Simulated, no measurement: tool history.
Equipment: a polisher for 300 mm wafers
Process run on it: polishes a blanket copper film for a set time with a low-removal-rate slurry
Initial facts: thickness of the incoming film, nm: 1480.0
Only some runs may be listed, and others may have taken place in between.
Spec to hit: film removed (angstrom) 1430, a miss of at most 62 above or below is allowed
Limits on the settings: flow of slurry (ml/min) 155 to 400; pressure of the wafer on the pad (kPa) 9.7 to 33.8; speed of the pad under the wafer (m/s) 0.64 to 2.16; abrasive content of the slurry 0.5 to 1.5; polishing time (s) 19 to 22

| run | hour | flow of slurry (ml/min) | pressure of the wafer on the pad (kPa) | speed of the pad under the wafer (m/s) | abrasive content of the slurry | polishing time (s) | film removed (angstrom) |
|---|---|---|---|---|---|---|---|
| 1 | 0 | 255 | 21.4 | 1.4 | 1 | 22 | 1063 |
| 2 | 4.2 | 255 | 22.1 | 1.4 | 1 | 22 | 1136.2 |
| 3 | 13.2 | 255 | 17.9 | 1.4 | 1 | 22 | 929.32 |
| 4 | 21 | 255 | 17.9 | 1.4 | 0.85 | 22 | 886.73 |
| 5 | 27.4 | 255 | 17.9 | 1.4 | 0.85 | 22 | 898.38 |
| 6 | 30.4 | 230 | 17.9 | 1.4 | 0.85 | 22 | 865.83 |
| 7 | 36.5 | 240 | 19.3 | 1.4 | 0.85 | 22 | 965.53 |
| 8 | 41.1 | 240 | 20.7 | 1.4 | 0.85 | 22 | 1021.9 |
| 9 | 42.3 | 240 | 21.4 | 1.4 | 0.85 | 22 | 1050.4 |
| 10 | 49 | 240 | 27.6 | 1.44 | 0.85 | 22 | 1324 |

Which one of the following 5 next-run settings gets every result inside its allowed miss? There is exactly one.
| A | 55.7 | 270 | 28.3 | 1.44 | 0.85 | 20 | ? |
| B | 55.7 | 275 | 24.1 | 1.7 | 0.65 | 22 | ? |
| C | 55.7 | 230 | 26.9 | 1.38 | 0.95 | 21 | ? |
| D | 55.7 | 270 | 25.5 | 1.64 | 0.9 | 22 | ? |
| E | 55.7 | 155 | 27.6 | 1.74 | 1 | 19 | ? |

| move | film removed (angstrom) |
|---|---|
| A | 1293.6 |
| B | 1291.4 |
| C | 1266.4 |
| D | 1415.2 |
| E | 1305 |
A: further off than the last run
B: further off than the last run
C: further off than the last run
D: all results in spec
E: further off than the last run
Answer: D
